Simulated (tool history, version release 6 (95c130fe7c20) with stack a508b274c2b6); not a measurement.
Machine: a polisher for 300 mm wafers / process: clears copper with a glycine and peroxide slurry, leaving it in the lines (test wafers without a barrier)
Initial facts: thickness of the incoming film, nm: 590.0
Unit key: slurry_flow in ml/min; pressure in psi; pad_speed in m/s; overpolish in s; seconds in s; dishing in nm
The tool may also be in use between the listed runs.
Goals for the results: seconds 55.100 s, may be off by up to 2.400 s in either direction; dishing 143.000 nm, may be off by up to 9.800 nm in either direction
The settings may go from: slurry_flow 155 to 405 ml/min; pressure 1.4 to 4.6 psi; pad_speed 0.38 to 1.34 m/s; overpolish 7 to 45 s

run,hour,slurry_flow,pressure,pad_speed,overpolish,seconds,dishing
1,0.0,260,3.0,0.86,23,104.350,82.708
2,1.9,260,3.4,0.92,23,89.978,87.741
3,9.5,260,2.8,0.92,23,103.460,78.067
4,16.2,260,3.2,0.98,24,88.226,92.927
5,18.3,260,3.2,0.82,24,99.902,83.692
6,23.9,260,3.5,0.82,24,95.232,89.539
7,32.5,260,3.5,0.82,24,93.908,88.183
8,36.1,265,3.8,0.90,25,80.144,104.910
9,41.0,275,4.6,1.10,25,56.989,123.390
10,48.1,275,4.6,1.10,26,57.619,130.570
11,55.0,275,4.6,1.12,26,57.190,126.870
12,64.0,275,4.6,1.14,27,54.827,135.640

Consider the 5 candidate settings below. Which is the only one whose results all fall within their allowed miss of target?
A,73.0,360,4.3,1.22,31,?,?
B,73.0,290,4.2,1.20,23,?,?
C,73.0,285,4.6,1.16,41,?,?
D,73.0,285,4.6,1.16,23,?,?
E,73.0,230,4.2,1.30,23,?,?

move,seconds,dishing
A,55.988,143.900
B,58.785,120.810
C,55.910,162.010
D,55.910,125.540
E,55.504,124.300
A: every result within its allowed miss
B: misses by more than the last run did
C: carries the result that was furthest off beyond its target, to the other side
D: misses by more than the last run did
E: misses by more than the last run did
The right move is A.
